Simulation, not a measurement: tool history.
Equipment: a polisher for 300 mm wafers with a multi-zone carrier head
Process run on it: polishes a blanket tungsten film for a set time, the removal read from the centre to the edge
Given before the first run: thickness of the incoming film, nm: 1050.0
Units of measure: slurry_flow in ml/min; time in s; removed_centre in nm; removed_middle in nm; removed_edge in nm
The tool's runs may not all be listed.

Run 1, day 0.000: slurry_flow 250 ml/min, centre_zone 1.00, middle_zone 1.00, edge_zone 1.00, slurry_solids 1.00, time 69 s. Result: removed_centre 352.19 nm, removed_middle 341.37 nm, removed_edge 343.17 nm.
Run 2, day 0.296: slurry_flow 305 ml/min, centre_zone 1.00, middle_zone 1.00, edge_zone 1.00, slurry_solids 1.00, time 69 s. Result: removed_centre 356.26 nm, removed_middle 344.80 nm, removed_edge 344.95 nm.
Run 3, day 0.579: slurry_flow 275 ml/min, centre_zone 1.00, middle_zone 1.00, edge_zone 1.00, slurry_solids 1.00, time 69 s. Result: removed_centre 359.19 nm, removed_middle 351.47 nm, removed_edge 350.65 nm.
Run 4, day 0.696: slurry_flow 275 ml/min, centre_zone 1.02, middle_zone 1.02, edge_zone 1.02, slurry_solids 1.10, time 70 s. Result: removed_centre 373.68 nm, removed_middle 368.79 nm, removed_edge 362.61 nm.
Run 5, day 0.821: slurry_flow 275 ml/min, centre_zone 1.02, middle_zone 1.06, edge_zone 1.02, slurry_solids 1.10, time 70 s. Result: removed_centre 375.88 nm, removed_middle 381.59 nm, removed_edge 352.40 nm.
Run 6, day 1.121: slurry_flow 275 ml/min, centre_zone 1.04, middle_zone 1.05, edge_zone 1.03, slurry_solids 1.20, time 72 s. Result: removed_centre 403.13 nm, removed_middle 402.84 nm, removed_edge 387.58 nm.
Run 7, day 1.392: slurry_flow 275 ml/min, centre_zone 1.07, middle_zone 1.06, edge_zone 1.04, slurry_solids 1.25, time 72 s. Result: removed_centre 422.89 nm, removed_middle 414.67 nm, removed_edge 388.84 nm.
Run 8, day 1.475: slurry_flow 275 ml/min, centre_zone 1.08, middle_zone 1.06, edge_zone 1.05, slurry_solids 1.30, time 72 s. Result: removed_centre 429.15 nm, removed_middle 422.12 nm, removed_edge 395.71 nm.
Run 9, day 1.792: slurry_flow 275 ml/min, centre_zone 1.10, middle_zone 1.06, edge_zone 1.06, slurry_solids 1.35, time 72 s. Result: removed_centre 433.78 nm, removed_middle 426.30 nm, removed_edge 408.40 nm.
Run 10, day 1.825: slurry_flow 280 ml/min, centre_zone 1.12, middle_zone 1.06, edge_zone 1.07, slurry_solids 1.40, time 72 s. Result: removed_centre 445.75 nm, removed_middle 420.17 nm, removed_edge 413.28 nm.
Run 11, day 2.112: slurry_flow 280 ml/min, centre_zone 1.13, middle_zone 1.07, edge_zone 1.08, slurry_solids 1.40, time 72 s. Result: removed_centre 459.49 nm, removed_middle 423.27 nm, removed_edge 406.33 nm.

Run 12 comes next. What will it give?
Run 12, day 2.208: slurry_flow 280 ml/min, centre_zone 1.13, middle_zone 1.07, edge_zone 1.08, slurry_solids 1.40, time 73 s. Result: removed_centre ?, removed_middle ?, removed_edge ?.

removed_centre: 462.84 nm
removed_middle: 437.04 nm
removed_edge: 426.08 nm

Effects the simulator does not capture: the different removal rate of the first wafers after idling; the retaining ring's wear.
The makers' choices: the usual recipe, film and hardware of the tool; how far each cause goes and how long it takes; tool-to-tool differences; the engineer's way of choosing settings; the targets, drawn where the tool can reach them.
